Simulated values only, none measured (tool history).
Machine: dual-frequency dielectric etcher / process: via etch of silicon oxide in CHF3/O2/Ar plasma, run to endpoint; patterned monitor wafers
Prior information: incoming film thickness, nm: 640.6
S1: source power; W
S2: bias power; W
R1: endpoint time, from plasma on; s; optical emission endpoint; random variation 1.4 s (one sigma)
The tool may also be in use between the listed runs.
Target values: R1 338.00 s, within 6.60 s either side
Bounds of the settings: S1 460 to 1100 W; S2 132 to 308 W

{"run": 1, "hour": 0.0, "S1": 780, "S2": 220, "R1": 284.47}
{"run": 2, "hour": 1.9, "S1": 730, "S2": 216, "R1": 298.41}
{"run": 3, "hour": 8.0, "S1": 700, "S2": 215, "R1": 305.24}
{"run": 4, "hour": 15.9, "S1": 840, "S2": 215, "R1": 276.59}
{"run": 5, "hour": 22.2, "S1": 720, "S2": 215, "R1": 301.62}
{"run": 6, "hour": 24.3, "S1": 720, "S2": 192, "R1": 314.48}
{"run": 7, "hour": 27.5, "S1": 700, "S2": 191, "R1": 320.56}
{"run": 8, "hour": 35.8, "S1": 690, "S2": 191, "R1": 323.03}
{"run": 9, "hour": 37.1, "S1": 680, "S2": 191, "R1": 325.55}
{"run": 10, "hour": 44.5, "S1": 670, "S2": 191, "R1": 330.61}

Next run, 5 choices. One meets every target within its allowed miss, the rest don't. Which?
{"run": "A", "hour": 51.9, "S1": 670, "S2": 195, "R1": "?"}
{"run": "B", "hour": 51.9, "S1": 520, "S2": 236, "R1": "?"}
{"run": "C", "hour": 51.9, "S1": 630, "S2": 196, "R1": "?"}
{"run": "D", "hour": 51.9, "S1": 630, "S2": 172, "R1": "?"}
{"run": "E", "hour": 51.9, "S1": 620, "S2": 179, "R1": "?"}

move=A R1=326.76
move=B R1=352.06
move=C R1=338.06
move=D R1=357.47
move=E R1=354.83
A: the biggest miss grows against the last run
B: carries the result that was furthest off beyond its target, to the other side
C: each result inside its tolerance
D: carries the result that was furthest off beyond its target, to the other side
E: carries the result that was furthest off beyond its target, to the other side
Answer: C
